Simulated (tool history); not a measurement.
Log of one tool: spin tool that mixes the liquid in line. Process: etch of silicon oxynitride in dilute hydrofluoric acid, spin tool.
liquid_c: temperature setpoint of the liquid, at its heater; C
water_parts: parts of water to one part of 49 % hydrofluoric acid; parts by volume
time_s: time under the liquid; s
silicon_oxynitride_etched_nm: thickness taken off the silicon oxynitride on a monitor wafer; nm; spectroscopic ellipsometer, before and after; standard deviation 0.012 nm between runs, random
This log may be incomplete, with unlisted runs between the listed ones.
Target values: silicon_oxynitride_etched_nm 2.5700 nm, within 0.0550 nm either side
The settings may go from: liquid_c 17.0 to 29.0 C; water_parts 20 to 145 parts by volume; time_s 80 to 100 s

run 1 hour=0.0 | liquid_c=21.0 water_parts=80 time_s=100 | silicon_oxynitride_etched_nm=3.3133
run 2 hour=2.6 | liquid_c=20.5 water_parts=80 time_s=100 | silicon_oxynitride_etched_nm=3.2369
run 3 hour=4.6 | liquid_c=20.0 water_parts=80 time_s=100 | silicon_oxynitride_etched_nm=3.1432
run 4 hour=7.2 | liquid_c=18.5 water_parts=80 time_s=100 | silicon_oxynitride_etched_nm=2.9112
run 5 hour=13.9 | liquid_c=18.5 water_parts=65 time_s=100 | silicon_oxynitride_etched_nm=3.6323
run 6 hour=20.5 | liquid_c=18.5 water_parts=65 time_s=100 | silicon_oxynitride_etched_nm=3.6705
run 7 hour=29.3 | liquid_c=17.5 water_parts=75 time_s=100 | silicon_oxynitride_etched_nm=2.9674
run 8 hour=33.0 | liquid_c=17.0 water_parts=80 time_s=100 | silicon_oxynitride_etched_nm=2.7089

Of the 5 settings listed for the next run, only one would bring every result within its allowed miss of target. Which one?
run A hour=36.7 | liquid_c=17.0 water_parts=65 time_s=85 | silicon_oxynitride_etched_nm=?
run B hour=36.7 | liquid_c=17.0 water_parts=70 time_s=85 | silicon_oxynitride_etched_nm=?
run C hour=36.7 | liquid_c=17.0 water_parts=65 time_s=80 | silicon_oxynitride_etched_nm=?
run D hour=36.7 | liquid_c=18.5 water_parts=90 time_s=100 | silicon_oxynitride_etched_nm=?
run E hour=36.7 | liquid_c=17.5 water_parts=70 time_s=85 | silicon_oxynitride_etched_nm=?

move=A silicon_oxynitride_etched_nm=2.8587
move=B silicon_oxynitride_etched_nm=2.6460
move=C silicon_oxynitride_etched_nm=2.6906
move=D silicon_oxynitride_etched_nm=2.5766
move=E silicon_oxynitride_etched_nm=2.7141
A: lands further from the targets than the last run did
B: nearer the targets than the last run, but a result is still out of spec
C: nearer the targets than the last run, but a result is still out of spec
D: all results in spec
E: about the same distance from the targets as the last run
Go with D: it meets all targets.

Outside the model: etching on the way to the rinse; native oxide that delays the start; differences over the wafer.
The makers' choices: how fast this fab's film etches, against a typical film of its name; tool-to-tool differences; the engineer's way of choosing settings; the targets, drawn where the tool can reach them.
